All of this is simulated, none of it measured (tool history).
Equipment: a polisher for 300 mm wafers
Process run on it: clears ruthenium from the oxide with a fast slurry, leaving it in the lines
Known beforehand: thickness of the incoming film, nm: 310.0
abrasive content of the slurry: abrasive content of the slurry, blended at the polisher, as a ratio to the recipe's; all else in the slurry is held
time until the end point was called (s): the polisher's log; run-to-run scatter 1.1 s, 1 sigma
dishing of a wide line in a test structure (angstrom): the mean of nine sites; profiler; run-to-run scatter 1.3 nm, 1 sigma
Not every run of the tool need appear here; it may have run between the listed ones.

| run | hour | flow of slurry (ml/min) | pressure of the wafer on the pad (psi) | speed of the pad under the wafer (cm/s) | abrasive content of the slurry | overpolish time after the end point (s) | time until the end point was called (s) | dishing of a wide line in a test structure (angstrom) |
|---|---|---|---|---|---|---|---|---|
| 1 | 0.0 | 255 | 2.7 | 110 | 1.0 | 26 | 56.008 | 870.45 |
| 2 | 8.4 | 255 | 2.7 | 110 | 1.0 | 25 | 52.531 | 868.79 |
| 3 | 14.6 | 255 | 2.7 | 110 | 1.0 | 24 | 53.917 | 871.18 |
| 4 | 19.8 | 255 | 2.7 | 110 | 1.0 | 22 | 54.533 | 796.26 |
| 5 | 21.3 | 255 | 2.7 | 110 | 1.0 | 21 | 55.726 | 767.60 |
| 6 | 29.1 | 255 | 2.7 | 94 | 1.0 | 21 | 60.677 | 660.25 |
| 7 | 35.5 | 255 | 2.7 | 94 | 1.0 | 20 | 59.932 | 690.26 |
| 8 | 42.0 | 255 | 2.7 | 94 | 1.0 | 19 | 63.377 | 662.01 |
| 9 | 50.1 | 255 | 3.0 | 96 | 1.0 | 10 | 55.276 | 391.28 |
| 10 | 56.6 | 255 | 2.9 | 98 | 1.0 | 11 | 56.534 | 430.51 |
| 11 | 64.3 | 255 | 2.9 | 100 | 1.0 | 11 | 53.613 | 433.54 |
| 12 | 70.4 | 255 | 2.8 | 100 | 1.0 | 11 | 57.594 | 418.47 |
| 13 | 74.5 | 255 | 2.8 | 100 | 1.0 | 12 | 57.859 | 471.08 |

Run 14, settings as shown, results not yet in. Your forecast:
| 14 | 82.3 | 255 | 2.7 | 106 | 1.0 | 13 | ? | ? |

{"run 14": {"time until the end point was called (s)": 56.223, "dishing of a wide line in a test structure (angstrom)": 513.22}}
